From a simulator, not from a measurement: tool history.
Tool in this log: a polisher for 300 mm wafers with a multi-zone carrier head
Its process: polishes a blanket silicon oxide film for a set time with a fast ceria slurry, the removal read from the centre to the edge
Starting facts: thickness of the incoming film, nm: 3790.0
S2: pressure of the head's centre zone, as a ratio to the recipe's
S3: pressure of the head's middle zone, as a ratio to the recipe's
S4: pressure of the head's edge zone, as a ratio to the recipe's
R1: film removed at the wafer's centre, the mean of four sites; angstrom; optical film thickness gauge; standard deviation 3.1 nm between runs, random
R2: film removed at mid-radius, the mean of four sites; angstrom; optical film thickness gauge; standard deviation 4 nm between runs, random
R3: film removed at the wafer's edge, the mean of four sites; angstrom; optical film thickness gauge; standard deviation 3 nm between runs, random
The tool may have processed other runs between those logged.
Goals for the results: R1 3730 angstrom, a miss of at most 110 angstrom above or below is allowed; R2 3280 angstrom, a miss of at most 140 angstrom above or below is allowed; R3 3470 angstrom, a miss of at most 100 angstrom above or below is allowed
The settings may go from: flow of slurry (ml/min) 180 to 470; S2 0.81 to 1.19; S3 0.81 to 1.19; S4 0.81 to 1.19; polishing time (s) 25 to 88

run 1 day=0 | flow_of_slurry_(ml/min)=300 S2=1 S3=1 S4=1 polishing_time_(s)=56 | R1=6241.8 R2=6543.8 R3=6454.3
run 2 day=0.2 | flow_of_slurry_(ml/min)=300 S2=1 S3=1 S4=1.09 polishing_time_(s)=56 | R1=6174.2 R2=6449.9 R3=6598.6
run 3 day=0.458 | flow_of_slurry_(ml/min)=265 S2=1.02 S3=0.96 S4=1.03 polishing_time_(s)=46 | R1=5240.4 R2=5130.5 R3=5337.3
run 4 day=0.671 | flow_of_slurry_(ml/min)=260 S2=1.03 S3=0.94 S4=0.99 polishing_time_(s)=39 | R1=4452.8 R2=4287.1 R3=4450
run 5 day=0.833 | flow_of_slurry_(ml/min)=310 S2=1.03 S3=0.94 S4=0.99 polishing_time_(s)=39 | R1=4488.3 R2=4321.3 R3=4402.2
run 6 day=0.904 | flow_of_slurry_(ml/min)=310 S2=1.03 S3=0.99 S4=0.99 polishing_time_(s)=39 | R1=4469 R2=4475.9 R3=4362.2
run 7 day=1.138 | flow_of_slurry_(ml/min)=285 S2=1.04 S3=0.89 S4=0.89 polishing_time_(s)=26 | R1=2955.7 R2=2722.7 R3=2835.4
run 8 day=1.283 | flow_of_slurry_(ml/min)=290 S2=1.06 S3=0.9 S4=0.94 polishing_time_(s)=26 | R1=3070.8 R2=2809 R3=2844.6
run 9 day=1.354 | flow_of_slurry_(ml/min)=290 S2=1.06 S3=0.9 S4=0.94 polishing_time_(s)=26 | R1=3065.3 R2=2792.8 R3=2890.4
run 10 day=1.729 | flow_of_slurry_(ml/min)=290 S2=1.08 S3=0.91 S4=1.01 polishing_time_(s)=26 | R1=3042 R2=2818.7 R3=2918.2

Of the 5 settings listed for the next run, only one would bring every result within its allowed miss of target. Which one?
run A day=2.104 | flow_of_slurry_(ml/min)=180 S2=1.06 S3=0.85 S4=0.89 polishing_time_(s)=33 | R1=? R2=? R3=?
run B day=2.104 | flow_of_slurry_(ml/min)=235 S2=1.06 S3=0.95 S4=0.97 polishing_time_(s)=34 | R1=? R2=? R3=?
run C day=2.104 | flow_of_slurry_(ml/min)=325 S2=1.19 S3=0.94 S4=0.92 polishing_time_(s)=30 | R1=? R2=? R3=?
run D day=2.104 | flow_of_slurry_(ml/min)=195 S2=1.06 S3=0.97 S4=1.1 polishing_time_(s)=30 | R1=? R2=? R3=?
run E day=2.104 | flow_of_slurry_(ml/min)=340 S2=1.13 S3=1.02 S4=0.98 polishing_time_(s)=30 | R1=? R2=? R3=?

move=A R1=3708.1 R2=3296.3 R3=3494.1
move=B R1=3903.4 R2=3745.5 R3=3796
move=C R1=3962.4 R2=3348.6 R3=3321.3
move=D R1=3394.9 R2=3311.2 R3=3526.9
move=E R1=3774.9 R2=3565.3 R3=3425.9
A: every result within its allowed miss
B: takes the biggest miss from the last run beyond its target
C: takes the biggest miss from the last run beyond its target
D: nearer than the last run, and not there yet
E: brings the last run's worst result on target, with another outside its allowed miss
Go with A: it meets all targets.
